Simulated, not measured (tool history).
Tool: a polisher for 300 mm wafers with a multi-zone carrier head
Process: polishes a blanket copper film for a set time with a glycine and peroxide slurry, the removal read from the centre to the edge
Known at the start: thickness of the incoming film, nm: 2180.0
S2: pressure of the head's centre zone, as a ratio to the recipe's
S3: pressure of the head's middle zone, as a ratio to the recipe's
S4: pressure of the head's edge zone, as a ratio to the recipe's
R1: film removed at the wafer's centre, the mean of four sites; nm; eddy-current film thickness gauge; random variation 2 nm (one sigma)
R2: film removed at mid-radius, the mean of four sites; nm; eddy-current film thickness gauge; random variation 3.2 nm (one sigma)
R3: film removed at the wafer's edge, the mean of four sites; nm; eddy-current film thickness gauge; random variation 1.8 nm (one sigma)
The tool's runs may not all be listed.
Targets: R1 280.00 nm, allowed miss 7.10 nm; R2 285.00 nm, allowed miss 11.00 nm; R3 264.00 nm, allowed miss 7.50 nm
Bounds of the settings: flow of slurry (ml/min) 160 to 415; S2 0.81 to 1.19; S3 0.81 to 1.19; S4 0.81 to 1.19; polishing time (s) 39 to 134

{"run": 1, "hour": 0.0, "flow of slurry (ml/min)": 265, "S2": 1.0, "S3": 1.0, "S4": 1.0, "polishing time (s)": 86, "R1": 434.06, "R2": 437.6, "R3": 455.5}
{"run": 2, "hour": 3.7, "flow of slurry (ml/min)": 200, "S2": 1.0, "S3": 1.0, "S4": 1.0, "polishing time (s)": 86, "R1": 419.29, "R2": 423.02, "R3": 442.44}
{"run": 3, "hour": 10.0, "flow of slurry (ml/min)": 200, "S2": 1.0, "S3": 1.01, "S4": 0.97, "polishing time (s)": 80, "R1": 388.36, "R2": 391.93, "R3": 404.19}
{"run": 4, "hour": 12.9, "flow of slurry (ml/min)": 200, "S2": 1.0, "S3": 1.02, "S4": 0.95, "polishing time (s)": 75, "R1": 361.79, "R2": 371.44, "R3": 379.73}
{"run": 5, "hour": 18.7, "flow of slurry (ml/min)": 200, "S2": 1.01, "S3": 1.03, "S4": 0.93, "polishing time (s)": 71, "R1": 349.16, "R2": 354.27, "R3": 353.61}
{"run": 6, "hour": 27.6, "flow of slurry (ml/min)": 205, "S2": 1.01, "S3": 1.04, "S4": 0.91, "polishing time (s)": 68, "R1": 332.25, "R2": 344.72, "R3": 340.16}
{"run": 7, "hour": 31.0, "flow of slurry (ml/min)": 205, "S2": 1.02, "S3": 1.05, "S4": 0.89, "polishing time (s)": 65, "R1": 320.56, "R2": 330.74, "R3": 316.12}
{"run": 8, "hour": 39.1, "flow of slurry (ml/min)": 205, "S2": 1.02, "S3": 1.05, "S4": 0.88, "polishing time (s)": 63, "R1": 310.59, "R2": 326.27, "R3": 309.15}
{"run": 9, "hour": 42.9, "flow of slurry (ml/min)": 205, "S2": 1.02, "S3": 1.05, "S4": 0.87, "polishing time (s)": 62, "R1": 301.29, "R2": 318.33, "R3": 302.56}
{"run": 10, "hour": 50.4, "flow of slurry (ml/min)": 205, "S2": 1.03, "S3": 1.05, "S4": 0.86, "polishing time (s)": 61, "R1": 303.97, "R2": 315.62, "R3": 295.42}
{"run": 11, "hour": 55.6, "flow of slurry (ml/min)": 205, "S2": 1.03, "S3": 1.05, "S4": 0.85, "polishing time (s)": 60, "R1": 295.17, "R2": 307.04, "R3": 286.33}
{"run": 12, "hour": 59.7, "flow of slurry (ml/min)": 205, "S2": 1.03, "S3": 1.05, "S4": 0.84, "polishing time (s)": 59, "R1": 293.52, "R2": 299.68, "R3": 283.0}
{"run": 13, "hour": 63.2, "flow of slurry (ml/min)": 205, "S2": 1.03, "S3": 1.05, "S4": 0.84, "polishing time (s)": 58, "R1": 291.76, "R2": 292.05, "R3": 274.91}

4 next moves are on the table. One of them brings every result within its allowed miss. Which?
{"run": "A", "hour": 66.7, "flow of slurry (ml/min)": 220, "S2": 1.1, "S3": 1.13, "S4": 0.81, "polishing time (s)": 52, "R1": "?", "R2": "?", "R3": "?"}
{"run": "B", "hour": 66.7, "flow of slurry (ml/min)": 215, "S2": 1.04, "S3": 1.14, "S4": 0.96, "polishing time (s)": 52, "R1": "?", "R2": "?", "R3": "?"}
{"run": "C", "hour": 66.7, "flow of slurry (ml/min)": 180, "S2": 1.03, "S3": 1.05, "S4": 0.81, "polishing time (s)": 57, "R1": "?", "R2": "?", "R3": "?"}
{"run": "D", "hour": 66.7, "flow of slurry (ml/min)": 175, "S2": 1.14, "S3": 1.1, "S4": 0.83, "polishing time (s)": 56, "R1": "?", "R2": "?", "R3": "?"}

move=A R1=280.89 R2=286.19 R3=247.85
move=B R1=265.02 R2=287.38 R3=267.01
move=C R1=277.89 R2=284.77 R3=265.18
move=D R1=299.44 R2=289.33 R3=262.08
A: brings the result that was furthest off to its target, and leaves another outside
B: takes the result that was furthest off past its target
C: meets every target
D: further off than the last run
Answer: C

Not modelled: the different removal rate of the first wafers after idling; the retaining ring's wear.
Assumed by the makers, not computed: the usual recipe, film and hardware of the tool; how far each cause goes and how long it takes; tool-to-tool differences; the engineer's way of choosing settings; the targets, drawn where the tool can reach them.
